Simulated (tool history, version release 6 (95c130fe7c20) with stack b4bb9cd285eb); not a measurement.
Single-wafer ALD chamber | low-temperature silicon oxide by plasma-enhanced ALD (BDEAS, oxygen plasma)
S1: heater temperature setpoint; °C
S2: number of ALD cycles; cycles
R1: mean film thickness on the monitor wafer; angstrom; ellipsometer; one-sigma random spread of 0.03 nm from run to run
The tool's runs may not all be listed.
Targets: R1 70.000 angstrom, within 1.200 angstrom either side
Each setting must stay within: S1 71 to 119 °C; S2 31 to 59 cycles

{"run": 1, "hour": 0.0, "S1": 95, "S2": 45, "R1": 58.625}
{"run": 2, "hour": 0.7, "S1": 87, "S2": 45, "R1": 60.957}
{"run": 3, "hour": 6.5, "S1": 87, "S2": 42, "R1": 56.995}
{"run": 4, "hour": 14.2, "S1": 83, "S2": 42, "R1": 57.755}
{"run": 5, "hour": 15.8, "S1": 80, "S2": 44, "R1": 60.507}
{"run": 6, "hour": 21.1, "S1": 78, "S2": 46, "R1": 64.387}
{"run": 7, "hour": 25.2, "S1": 76, "S2": 47, "R1": 66.049}
{"run": 8, "hour": 26.1, "S1": 75, "S2": 48, "R1": 67.702}

Of the 5 settings listed for the next run, only one would bring every result within its allowed miss of target. Which one?
{"run": "A", "hour": 27.0, "S1": 73, "S2": 52, "R1": "?"}
{"run": "B", "hour": 27.0, "S1": 81, "S2": 51, "R1": "?"}
{"run": "C", "hour": 27.0, "S1": 74, "S2": 52, "R1": "?"}
{"run": "D", "hour": 27.0, "S1": 71, "S2": 52, "R1": "?"}
{"run": "E", "hour": 27.0, "S1": 83, "S2": 54, "R1": "?"}

move=A R1=74.169
move=B R1=70.727
move=C R1=73.912
move=D R1=74.683
move=E R1=74.354
A: moves the result that the last run missed by most past its target, out the other side
B: every result lands within tolerance
C: moves the result that the last run missed by most past its target, out the other side
D: moves the result that the last run missed by most past its target, out the other side
E: moves the result that the last run missed by most past its target, out the other side
Go with B: it meets all targets.
